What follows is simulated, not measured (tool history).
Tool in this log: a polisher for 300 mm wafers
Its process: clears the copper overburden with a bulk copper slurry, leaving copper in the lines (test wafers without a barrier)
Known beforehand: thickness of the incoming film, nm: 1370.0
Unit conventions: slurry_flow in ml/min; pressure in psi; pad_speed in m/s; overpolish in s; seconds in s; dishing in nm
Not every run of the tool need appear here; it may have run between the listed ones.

run,hour,slurry_flow,pressure,pad_speed,slurry_solids,overpolish,seconds,dishing
1,0.0,195,3.3,1.08,1.0,12,103.90,75.594
2,5.1,175,3.3,1.08,1.0,12,108.22,74.055
3,10.2,175,3.3,1.08,1.2,12,105.66,76.053
4,11.9,175,3.3,1.08,1.2,8,106.80,58.840
5,15.1,175,3.3,1.08,1.2,4,103.02,34.630
6,19.1,210,3.3,1.08,1.2,4,104.69,35.801
# hour 21.1: slurry blender recalibrated
7,21.1,210,3.2,1.06,1.2,6,103.76,48.869
8,23.0,215,2.2,1.02,1.2,12,155.93,57.436

Run 9 is up next; what results do you expect?
9,31.8,215,2.3,1.02,1.2,12,?,?

Run 9 gave seconds 147.99 s, dishing 58.999 nm.
